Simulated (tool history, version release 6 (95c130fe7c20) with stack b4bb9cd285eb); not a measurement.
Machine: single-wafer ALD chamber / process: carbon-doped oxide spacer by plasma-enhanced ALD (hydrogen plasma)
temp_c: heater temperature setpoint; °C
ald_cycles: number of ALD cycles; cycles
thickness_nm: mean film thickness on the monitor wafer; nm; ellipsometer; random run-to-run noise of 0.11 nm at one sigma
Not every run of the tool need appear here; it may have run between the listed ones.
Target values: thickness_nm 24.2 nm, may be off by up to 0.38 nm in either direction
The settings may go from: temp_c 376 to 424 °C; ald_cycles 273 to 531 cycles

run  hour  temp_c  ald_cycles  thickness_nm
  1     0     400         402        22.334
  2   4.6     406         402        21.956
  3   8.8     397         402        22.384
  4  17.1     396         406        22.542
  5  18.4     396         410        22.892
  6  19.6     392         410        22.985
  7  24.1     392         413        22.944
  8  31.1     392         416        23.332
  9  38.6     392         418        23.227
 10  42.7     392         421        23.559
 11  49.1     392         423        23.426
 12  57.2     392         425        23.639
 13    60     392         426        23.666
 14  62.3     392         427        23.605

Next run, 4 choices. One meets every target within its allowed miss, the rest don't. Which?
  A  64.6     402         407             ?
  B  64.6     396         433             ?
  C  64.6     383         412             ?
  D  64.6     382         418             ?

move  thickness_nm
   A        22.633
   B        24.215
   C        23.041
   D        23.376
A: further off than the last run
B: every result lands within tolerance
C: further off than the last run
D: further off than the last run
B is the move that brings every result within its allowed miss.
